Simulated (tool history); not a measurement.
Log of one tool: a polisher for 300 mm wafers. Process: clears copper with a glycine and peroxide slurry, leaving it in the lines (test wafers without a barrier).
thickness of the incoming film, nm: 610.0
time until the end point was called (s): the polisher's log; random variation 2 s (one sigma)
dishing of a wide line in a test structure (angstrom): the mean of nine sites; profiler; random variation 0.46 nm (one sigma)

| run | hour | flow of slurry (ml/min) | pressure of the wafer on the pad (kPa) | speed of the pad under the wafer (m/s) | overpolish time after the end point (s) | time until the end point was called (s) | dishing of a wide line in a test structure (angstrom) |
|---|---|---|---|---|---|---|---|
| 1 | 0.0 | 240 | 15.2 | 1.28 | 20 | 126.67 | 676.25 |
| 2 | 6.0 | 245 | 15.2 | 1.30 | 18 | 122.45 | 630.41 |
| 3 | 10.3 | 250 | 15.2 | 1.32 | 16 | 113.92 | 579.17 |
| 4 | 12.6 | 255 | 14.5 | 1.32 | 15 | 120.07 | 521.92 |
| 5 | 15.4 | 255 | 14.5 | 1.58 | 15 | 103.40 | 597.33 |
| 6 | 21.0 | 230 | 14.5 | 1.58 | 15 | 107.49 | 588.38 |

Run 7 comes next. What will it give?
| 7 | 21.7 | 235 | 13.8 | 1.58 | 14 | ? | ? |

{"run 7": {"time until the end point was called (s)": 108.73, "dishing of a wide line in a test structure (angstrom)": 551.64}}

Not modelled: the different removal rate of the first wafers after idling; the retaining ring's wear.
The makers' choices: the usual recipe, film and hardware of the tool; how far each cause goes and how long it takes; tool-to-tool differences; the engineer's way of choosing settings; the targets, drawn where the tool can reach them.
